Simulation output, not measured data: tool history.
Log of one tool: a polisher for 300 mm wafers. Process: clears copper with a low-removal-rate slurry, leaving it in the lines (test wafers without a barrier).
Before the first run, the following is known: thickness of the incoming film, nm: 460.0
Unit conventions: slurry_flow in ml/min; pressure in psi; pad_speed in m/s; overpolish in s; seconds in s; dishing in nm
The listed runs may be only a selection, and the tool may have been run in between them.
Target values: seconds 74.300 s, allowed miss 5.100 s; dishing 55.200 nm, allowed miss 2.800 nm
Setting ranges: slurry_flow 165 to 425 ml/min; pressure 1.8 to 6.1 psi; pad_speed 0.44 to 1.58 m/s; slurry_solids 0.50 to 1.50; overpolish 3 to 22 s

{"run": 1, "hour": 0.0, "slurry_flow": 275, "pressure": 3.9, "pad_speed": 1.0, "slurry_solids": 1.0, "overpolish": 11, "seconds": 94.375, "dishing": 31.431}
{"run": 2, "hour": 2.2, "slurry_flow": 275, "pressure": 4.1, "pad_speed": 1.0, "slurry_solids": 1.0, "overpolish": 12, "seconds": 87.384, "dishing": 34.786}
{"run": 3, "hour": 8.7, "slurry_flow": 275, "pressure": 4.2, "pad_speed": 1.02, "slurry_solids": 1.0, "overpolish": 13, "seconds": 84.344, "dishing": 39.748}
{"run": 4, "hour": 13.8, "slurry_flow": 275, "pressure": 4.2, "pad_speed": 1.02, "slurry_solids": 1.0, "overpolish": 8, "seconds": 86.16, "dishing": 26.248}
{"run": 5, "hour": 16.4, "slurry_flow": 275, "pressure": 4.2, "pad_speed": 1.02, "slurry_solids": 1.0, "overpolish": 5, "seconds": 85.946, "dishing": 17.155}
{"run": 6, "hour": 19.5, "slurry_flow": 275, "pressure": 4.0, "pad_speed": 1.1, "slurry_solids": 1.0, "overpolish": 7, "seconds": 83.2, "dishing": 23.463}
{"run": 7, "hour": 21.1, "slurry_flow": 255, "pressure": 3.2, "pad_speed": 1.38, "slurry_solids": 0.9, "overpolish": 13, "seconds": 90.148, "dishing": 37.428}
{"run": 8, "hour": 26.9, "slurry_flow": 255, "pressure": 3.3, "pad_speed": 1.38, "slurry_solids": 0.9, "overpolish": 14, "seconds": 86.462, "dishing": 40.657}
{"run": 9, "hour": 29.4, "slurry_flow": 255, "pressure": 3.4, "pad_speed": 1.38, "slurry_solids": 0.9, "overpolish": 15, "seconds": 81.727, "dishing": 43.598}
{"run": 10, "hour": 37.2, "slurry_flow": 255, "pressure": 3.4, "pad_speed": 1.38, "slurry_solids": 0.9, "overpolish": 15, "seconds": 83.164, "dishing": 44.47}
{"run": 11, "hour": 38.9, "slurry_flow": 255, "pressure": 3.5, "pad_speed": 1.38, "slurry_solids": 0.9, "overpolish": 15, "seconds": 83.002, "dishing": 45.336}
{"run": 12, "hour": 41.4, "slurry_flow": 255, "pressure": 3.6, "pad_speed": 1.38, "slurry_solids": 0.9, "overpolish": 15, "seconds": 80.55, "dishing": 45.795}

Pick the move, out of 5, that brings all results within their allowed miss; only one does.
{"run": "A", "hour": 43.9, "slurry_flow": 285, "pressure": 4.0, "pad_speed": 1.24, "slurry_solids": 0.9, "overpolish": 14, "seconds": "?", "dishing": "?"}
{"run": "B", "hour": 43.9, "slurry_flow": 180, "pressure": 3.5, "pad_speed": 1.42, "slurry_solids": 1.5, "overpolish": 18, "seconds": "?", "dishing": "?"}
{"run": "C", "hour": 43.9, "slurry_flow": 240, "pressure": 4.1, "pad_speed": 1.42, "slurry_solids": 0.75, "overpolish": 10, "seconds": "?", "dishing": "?"}
{"run": "D", "hour": 43.9, "slurry_flow": 395, "pressure": 3.1, "pad_speed": 1.42, "slurry_solids": 1.0, "overpolish": 15, "seconds": "?", "dishing": "?"}
{"run": "E", "hour": 43.9, "slurry_flow": 280, "pressure": 2.9, "pad_speed": 1.52, "slurry_solids": 1.05, "overpolish": 13, "seconds": "?", "dishing": "?"}

move=A seconds=78.245 dishing=45.152
move=B seconds=74.987 dishing=54.926
move=C seconds=71.852 dishing=37.344
move=D seconds=84.386 dishing=44.411
move=E seconds=86.267 dishing=39.176
A: moves away from the targets compared with the last run
B: hits every target within its allowed miss
C: moves away from the targets compared with the last run
D: moves away from the targets compared with the last run
E: moves away from the targets compared with the last run
Go with B: it meets all targets.
